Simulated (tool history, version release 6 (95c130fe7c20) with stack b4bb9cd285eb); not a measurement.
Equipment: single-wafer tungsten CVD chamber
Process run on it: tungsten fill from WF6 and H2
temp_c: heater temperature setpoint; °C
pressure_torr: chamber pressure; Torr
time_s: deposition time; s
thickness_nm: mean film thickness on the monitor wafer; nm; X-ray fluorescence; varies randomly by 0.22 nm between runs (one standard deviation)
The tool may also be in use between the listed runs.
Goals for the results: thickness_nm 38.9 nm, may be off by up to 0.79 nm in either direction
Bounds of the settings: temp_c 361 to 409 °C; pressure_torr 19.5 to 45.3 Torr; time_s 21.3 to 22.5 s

{"run": 1, "day": 0.0, "temp_c": 385, "pressure_torr": 32.4, "time_s": 22.5, "thickness_nm": 46.99}
{"run": 2, "day": 0.271, "temp_c": 382, "pressure_torr": 32.3, "time_s": 22.5, "thickness_nm": 43.48}
{"run": 3, "day": 0.454, "temp_c": 382, "pressure_torr": 32.3, "time_s": 22.5, "thickness_nm": 43.98}
{"run": 4, "day": 0.688, "temp_c": 372, "pressure_torr": 32.3, "time_s": 22.5, "thickness_nm": 34.311}
{"run": 5, "day": 0.717, "temp_c": 374, "pressure_torr": 32.3, "time_s": 22.5, "thickness_nm": 36.244}
{"run": 6, "day": 0.904, "temp_c": 374, "pressure_torr": 32.3, "time_s": 21.3, "thickness_nm": 34.269}
{"run": 7, "day": 1.188, "temp_c": 376, "pressure_torr": 32.3, "time_s": 21.3, "thickness_nm": 36.108}
{"run": 8, "day": 1.45, "temp_c": 377, "pressure_torr": 32.3, "time_s": 21.3, "thickness_nm": 36.731}
{"run": 9, "day": 1.704, "temp_c": 378, "pressure_torr": 32.3, "time_s": 21.3, "thickness_nm": 37.639}

Exactly one of the 4 candidate moves below puts every result within its allowed miss. Which one?
{"run": "A", "day": 1.958, "temp_c": 379, "pressure_torr": 34.6, "time_s": 21.9, "thickness_nm": "?"}
{"run": "B", "day": 1.958, "temp_c": 374, "pressure_torr": 33.2, "time_s": 21.3, "thickness_nm": "?"}
{"run": "C", "day": 1.958, "temp_c": 386, "pressure_torr": 26.3, "time_s": 21.4, "thickness_nm": "?"}
{"run": "D", "day": 1.958, "temp_c": 377, "pressure_torr": 33.5, "time_s": 22, "thickness_nm": "?"}

move=A thickness_nm=41.794
move=B thickness_nm=35.359
move=C thickness_nm=41.495
move=D thickness_nm=39.399
A: takes the result that was furthest off past its target
B: further off than the last run
C: takes the result that was furthest off past its target
D: all results land within tolerance of their targets
Answer: D
